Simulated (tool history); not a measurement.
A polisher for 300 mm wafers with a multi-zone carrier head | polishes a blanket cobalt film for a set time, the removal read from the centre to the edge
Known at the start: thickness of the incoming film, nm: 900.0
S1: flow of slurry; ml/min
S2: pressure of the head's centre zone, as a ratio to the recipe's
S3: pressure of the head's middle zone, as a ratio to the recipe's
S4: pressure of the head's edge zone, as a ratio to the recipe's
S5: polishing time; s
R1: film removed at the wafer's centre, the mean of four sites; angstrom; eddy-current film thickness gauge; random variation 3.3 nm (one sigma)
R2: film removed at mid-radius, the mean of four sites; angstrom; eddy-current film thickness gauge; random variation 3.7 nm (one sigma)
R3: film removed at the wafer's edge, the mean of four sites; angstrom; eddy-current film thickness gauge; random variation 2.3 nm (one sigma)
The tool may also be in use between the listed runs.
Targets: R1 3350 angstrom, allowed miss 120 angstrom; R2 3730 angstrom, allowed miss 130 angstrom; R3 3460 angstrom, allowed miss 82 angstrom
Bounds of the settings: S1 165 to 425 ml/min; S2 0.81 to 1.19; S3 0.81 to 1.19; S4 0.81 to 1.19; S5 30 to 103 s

run,hour,S1,S2,S3,S4,S5,R1,R2,R3
1,0,275,1,1,1,66,3904.6,3789.2,3876.9
2,4.9,270,0.98,1,0.98,66,3803.1,3876.3,3809.2
3,13.3,265,0.97,0.99,0.97,66,3801.9,3801.2,3815.1
4,16,265,0.97,0.99,0.97,74,4275.5,4316.8,4281.6
5,19.7,260,0.95,0.99,0.95,72,4096.9,4079.7,4157.4
6,24,260,0.94,1.01,0.94,70,3858.3,4100.8,3962.2
7,31.7,255,0.93,1.01,0.92,69,3860.3,3978.7,3935.9
8,37.6,275,0.9,1.1,0.9,58,3261.2,3580.9,3272.6

Which of these 4 next moves meets every target?
A,43.5,315,0.93,1.14,1.03,58,?,?,?
B,43.5,335,0.99,1.06,0.87,61,?,?,?
C,43.5,265,0.86,1,1.02,59,?,?,?
D,43.5,260,0.93,0.96,0.9,61,?,?,?

move,R1,R2,R3
A,3301.4,3680.9,3435.3
B,3642.9,3710.4,3467.7
C,3129.4,3387.6,3448.1
D,3401.5,3407.2,3441.5
A: meets every target
B: brings the result that was furthest off to its target, and leaves another outside
C: brings the result that was furthest off to its target, and leaves another outside
D: brings the result that was furthest off to its target, and leaves another outside
Move A is the one to make.

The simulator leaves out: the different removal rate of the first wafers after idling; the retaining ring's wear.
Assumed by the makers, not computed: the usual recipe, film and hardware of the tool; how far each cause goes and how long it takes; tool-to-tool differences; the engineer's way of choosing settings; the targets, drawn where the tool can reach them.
